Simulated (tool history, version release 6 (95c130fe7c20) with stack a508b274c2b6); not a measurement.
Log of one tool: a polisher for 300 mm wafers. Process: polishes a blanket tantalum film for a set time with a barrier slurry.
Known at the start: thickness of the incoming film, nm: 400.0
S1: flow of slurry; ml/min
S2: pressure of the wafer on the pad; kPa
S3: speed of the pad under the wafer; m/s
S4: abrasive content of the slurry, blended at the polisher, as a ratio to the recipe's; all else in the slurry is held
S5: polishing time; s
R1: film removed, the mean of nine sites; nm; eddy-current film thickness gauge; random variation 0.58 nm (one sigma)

run,day,S1,S2,S3,S4,S5,R1
1,0,300,15.2,1.08,1,28,51.537
2,0.121,300,15.2,1.28,1,28,56.579
3,0.458,225,15.2,1.28,1,28,56.494
4,0.808,225,14.5,1.28,1,28,53.256
5,0.933,225,17.2,1.28,1,28,64.136
6,1.175,225,17.2,1.28,1,28,62.186
7,1.233,225,15.9,1.26,1,28,57.752
8,1.258,225,15.2,1.26,1,28,54.247
9,1.533,225,14.5,1.26,1,28,53.639
10,1.746,225,13.8,1.26,1,28,49.12

Run 11 comes next. What will it give?
11,1.792,225,13.1,1.26,1,28,?

{"run 11": {"R1": 48.602}}
